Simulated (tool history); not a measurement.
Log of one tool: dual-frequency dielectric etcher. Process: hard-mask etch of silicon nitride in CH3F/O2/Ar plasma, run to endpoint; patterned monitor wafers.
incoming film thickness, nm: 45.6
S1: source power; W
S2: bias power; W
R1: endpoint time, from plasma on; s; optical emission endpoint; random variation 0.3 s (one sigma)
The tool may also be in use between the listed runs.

run	hour	S1	S2	R1
1	0.0	300	84	72.233
2	6.6	280	80	76.304
3	12.9	330	80	70.913
4	16.6	330	91	67.222
5	23.8	300	87	71.828
6	32.1	300	99	67.379
7	34.7	240	82	81.148

Forecast run 8:
8	39.7	230	81	?

{"run 8": {"R1": 83.015}}

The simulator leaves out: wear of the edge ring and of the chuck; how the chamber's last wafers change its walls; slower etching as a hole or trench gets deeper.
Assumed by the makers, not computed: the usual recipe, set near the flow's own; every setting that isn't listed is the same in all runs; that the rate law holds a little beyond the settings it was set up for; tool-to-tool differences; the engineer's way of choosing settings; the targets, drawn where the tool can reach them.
